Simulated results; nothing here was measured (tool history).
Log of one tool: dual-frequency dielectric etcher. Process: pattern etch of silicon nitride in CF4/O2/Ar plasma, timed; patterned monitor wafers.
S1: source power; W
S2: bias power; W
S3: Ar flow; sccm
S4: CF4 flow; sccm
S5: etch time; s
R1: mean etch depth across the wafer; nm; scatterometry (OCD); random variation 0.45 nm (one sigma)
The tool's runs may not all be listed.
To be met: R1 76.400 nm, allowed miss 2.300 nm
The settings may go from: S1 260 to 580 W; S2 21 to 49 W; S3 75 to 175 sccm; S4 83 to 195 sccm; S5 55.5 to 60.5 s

run,hour,S1,S2,S3,S4,S5,R1
1,0.0,420,35,125,139,60.5,90.050
2,3.4,410,35,125,139,60.5,87.626
3,10.8,410,35,103,139,60.5,90.613
4,14.9,410,35,103,124,60.5,89.189
5,17.4,410,35,103,101,60.5,86.370
6,23.9,410,35,91,101,60.5,87.717
7,25.7,400,35,91,101,60.5,85.518
8,26.9,390,35,91,101,60.5,83.030

Which of these 4 next moves meets every target?
A,28.1,390,32,76,104,59.0,?
B,28.1,400,35,97,117,60.5,?
C,28.1,400,34,87,111,57.5,?
D,28.1,360,34,84,102,60.5,?

move,R1
A,82.777
B,86.939
C,82.900
D,77.182
A: as far off as the last run
B: further off than the last run
C: as far off as the last run
D: meets every target
Answer: D
